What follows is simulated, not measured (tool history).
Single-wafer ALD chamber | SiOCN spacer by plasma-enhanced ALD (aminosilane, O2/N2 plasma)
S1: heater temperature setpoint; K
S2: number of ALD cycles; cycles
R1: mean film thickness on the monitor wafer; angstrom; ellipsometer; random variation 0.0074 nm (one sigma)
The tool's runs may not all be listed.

run,hour,S1,S2,R1
1,0.0,663.15,62,35.843
2,8.4,663.15,55,31.824
3,12.4,670.15,55,31.906
4,14.7,680.15,55,30.961
5,19.5,670.15,55,31.891
6,28.4,670.15,64,37.092
7,29.7,670.15,62,35.960
8,35.9,670.15,60,34.712
9,40.1,670.15,58,33.544

The next listed run, before its measurement:
10,47.0,670.15,57,?

R1: 32.957 angstrom
